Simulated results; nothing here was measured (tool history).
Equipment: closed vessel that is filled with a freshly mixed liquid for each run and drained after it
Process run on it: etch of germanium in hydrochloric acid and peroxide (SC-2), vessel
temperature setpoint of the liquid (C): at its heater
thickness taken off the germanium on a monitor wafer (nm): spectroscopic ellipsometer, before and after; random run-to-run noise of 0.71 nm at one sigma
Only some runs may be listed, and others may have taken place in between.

run	day	temperature setpoint of the liquid (C)	parts of water to one part each of 37 % hydrochloric acid and 30 % peroxide (parts by volume)	time in the liquid (s)	thickness taken off the germanium on a monitor wafer (nm)
1	0	48	6	85	131.76
2	0.117	49	6	85	136.33
3	0.333	49	6	90	143.51
4	0.496	49	6	85	137.01
5	0.8	49	5	85	137.36
6	1.121	49	4	85	137.71
7	1.396	50	4	85	141.55
8	1.662	50.5	4	85	143.68

Run 9 comes next. What will it give?
9	1.85	56.5	4	85	?

{"run 9": {"thickness taken off the germanium on a monitor wafer (nm)": 174.99}}
